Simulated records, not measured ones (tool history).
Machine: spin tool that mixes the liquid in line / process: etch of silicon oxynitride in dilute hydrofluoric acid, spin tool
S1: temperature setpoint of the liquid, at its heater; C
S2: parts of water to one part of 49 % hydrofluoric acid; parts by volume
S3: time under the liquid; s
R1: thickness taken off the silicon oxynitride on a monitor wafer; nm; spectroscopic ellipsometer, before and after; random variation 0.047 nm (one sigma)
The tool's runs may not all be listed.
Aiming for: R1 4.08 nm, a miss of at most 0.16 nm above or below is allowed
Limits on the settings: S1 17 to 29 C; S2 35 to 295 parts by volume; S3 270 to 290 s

{"run": 1, "hour": 0.0, "S1": 21, "S2": 165, "S3": 270, "R1": 5.3622}
{"run": 2, "hour": 6.8, "S1": 21, "S2": 165, "S3": 290, "R1": 5.7519}
{"run": 3, "hour": 14.1, "S1": 21, "S2": 165, "S3": 290, "R1": 5.8586}
{"run": 4, "hour": 22.8, "S1": 20.5, "S2": 170, "S3": 290, "R1": 5.4385}
{"run": 5, "hour": 25.1, "S1": 20.5, "S2": 170, "S3": 290, "R1": 5.3431}
{"run": 6, "hour": 33.7, "S1": 20, "S2": 170, "S3": 290, "R1": 5.4336}
{"run": 7, "hour": 35.4, "S1": 19.5, "S2": 175, "S3": 290, "R1": 5.1501}
{"run": 8, "hour": 38.8, "S1": 19, "S2": 180, "S3": 290, "R1": 4.8596}
{"run": 9, "hour": 46.6, "S1": 18.5, "S2": 185, "S3": 290, "R1": 4.5374}

Pick the move, out of 4, that brings all results within their allowed miss; only one does.
{"run": "A", "hour": 54.4, "S1": 17.5, "S2": 190, "S3": 285, "R1": "?"}
{"run": "B", "hour": 54.4, "S1": 19.5, "S2": 165, "S3": 290, "R1": "?"}
{"run": "C", "hour": 54.4, "S1": 17, "S2": 165, "S3": 270, "R1": "?"}
{"run": "D", "hour": 54.4, "S1": 19.5, "S2": 175, "S3": 290, "R1": "?"}

move=A R1=4.058
move=B R1=5.3131
move=C R1=4.3843
move=D R1=4.9775
A: in spec on every target
B: misses by more than the last run did
C: better than the last run, though not everything is in spec
D: misses by more than the last run did
The right move is A.

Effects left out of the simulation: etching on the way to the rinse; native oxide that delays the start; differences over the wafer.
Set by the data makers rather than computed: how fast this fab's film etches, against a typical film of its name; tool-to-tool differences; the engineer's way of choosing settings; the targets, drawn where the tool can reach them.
